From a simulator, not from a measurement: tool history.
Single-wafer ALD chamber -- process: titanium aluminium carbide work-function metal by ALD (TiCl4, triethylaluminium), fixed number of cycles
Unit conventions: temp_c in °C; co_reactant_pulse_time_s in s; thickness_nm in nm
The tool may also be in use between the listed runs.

Run 1, hour 0: temp_c 320 °C, co_reactant_pulse_time_s 7.88 s. Result: thickness_nm 2.1761 nm.
Run 2, hour 6.5: temp_c 320 °C, co_reactant_pulse_time_s 9.92 s. Result: thickness_nm 2.2307 nm.
Run 3, hour 8.3: temp_c 315 °C, co_reactant_pulse_time_s 9.92 s. Result: thickness_nm 2.1824 nm.
Run 4, hour 13.1: temp_c 309 °C, co_reactant_pulse_time_s 7.94 s. Result: thickness_nm 2.0647 nm.
Run 5, hour 19.1: temp_c 316 °C, co_reactant_pulse_time_s 7.94 s. Result: thickness_nm 2.1406 nm.
Run 6, hour 20.4: temp_c 316 °C, co_reactant_pulse_time_s 8.76 s. Result: thickness_nm 2.1629 nm.
Run 7, hour 23.1: temp_c 310 °C, co_reactant_pulse_time_s 6.99 s. Result: thickness_nm 2.0251 nm.
Run 8, hour 31.2: temp_c 306 °C, co_reactant_pulse_time_s 6.34 s. Result: thickness_nm 1.9579 nm.
Run 9, hour 38.1: temp_c 303 °C, co_reactant_pulse_time_s 5.92 s. Result: thickness_nm 1.9022 nm.
Run 10, hour 43.8: temp_c 301 °C, co_reactant_pulse_time_s 5.72 s. Result: thickness_nm 1.871 nm.

Run 11, settings as shown, results not yet in. Your forecast:
Run 11, hour 45.7: temp_c 300 °C, co_reactant_pulse_time_s 5.62 s. Result: thickness_nm ?.

{"run 11": {"thickness_nm": 1.8517}}
